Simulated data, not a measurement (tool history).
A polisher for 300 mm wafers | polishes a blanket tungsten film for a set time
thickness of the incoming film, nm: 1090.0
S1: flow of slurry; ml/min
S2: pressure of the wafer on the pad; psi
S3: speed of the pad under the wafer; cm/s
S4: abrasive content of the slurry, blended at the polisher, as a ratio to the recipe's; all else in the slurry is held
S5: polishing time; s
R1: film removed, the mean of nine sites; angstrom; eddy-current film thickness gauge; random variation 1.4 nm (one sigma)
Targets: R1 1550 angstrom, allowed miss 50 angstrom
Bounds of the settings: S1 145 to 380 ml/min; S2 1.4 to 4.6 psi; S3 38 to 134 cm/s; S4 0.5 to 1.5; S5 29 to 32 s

Run 1, hour 0: S1 245 ml/min, S2 3 psi, S3 86 cm/s, S4 1, S5 32 s. Result: R1 828.21 angstrom.
Run 2, hour 8.4: S1 245 ml/min, S2 3.3 psi, S3 86 cm/s, S4 1, S5 32 s. Result: R1 912.48 angstrom.
Run 3, hour 13.1: S1 245 ml/min, S2 3.6 psi, S3 88 cm/s, S4 1, S5 32 s. Result: R1 1025.8 angstrom.
Run 4, hour 15.6: S1 300 ml/min, S2 3.6 psi, S3 88 cm/s, S4 1, S5 32 s. Result: R1 1038.2 angstrom.
Run 5, hour 18.1: S1 300 ml/min, S2 3.8 psi, S3 90 cm/s, S4 1, S5 32 s. Result: R1 1120.7 angstrom.
Run 6, hour 25: S1 300 ml/min, S2 4 psi, S3 92 cm/s, S4 1, S5 32 s. Result: R1 1209.2 angstrom.
Run 7, hour 33.4: S1 300 ml/min, S2 4.1 psi, S3 94 cm/s, S4 1, S5 32 s. Result: R1 1253.4 angstrom.
Run 8, hour 41.3: S1 300 ml/min, S2 4.2 psi, S3 96 cm/s, S4 1, S5 32 s. Result: R1 1307.2 angstrom.
At hour 46.3: slurry tank refilled with fresh slurry and peroxide.
Run 9, hour 46.3: S1 300 ml/min, S2 4.3 psi, S3 98 cm/s, S4 1, S5 32 s. Result: R1 1698.4 angstrom.
Run 10, hour 51.4: S1 310 ml/min, S2 4.3 psi, S3 98 cm/s, S4 1, S5 32 s. Result: R1 1647.5 angstrom.

Which of these 4 next moves meets every target?
Run A, hour 56.5: S1 305 ml/min, S2 4.4 psi, S3 90 cm/s, S4 1.05, S5 29 s. Result: R1 ?.
Run B, hour 56.5: S1 245 ml/min, S2 4.6 psi, S3 94 cm/s, S4 0.8, S5 32 s. Result: R1 ?.
Run C, hour 56.5: S1 295 ml/min, S2 4 psi, S3 100 cm/s, S4 1, S5 29 s. Result: R1 ?.
Run D, hour 56.5: S1 290 ml/min, S2 4.3 psi, S3 86 cm/s, S4 0.95, S5 32 s. Result: R1 ?.

move      R1
   A  1434.8
   B  1538.8
   C  1414.5
   D  1429.4
A: takes the result that was furthest off past its target
B: meets every target
C: takes the result that was furthest off past its target
D: takes the result that was furthest off past its target
The right move is B.

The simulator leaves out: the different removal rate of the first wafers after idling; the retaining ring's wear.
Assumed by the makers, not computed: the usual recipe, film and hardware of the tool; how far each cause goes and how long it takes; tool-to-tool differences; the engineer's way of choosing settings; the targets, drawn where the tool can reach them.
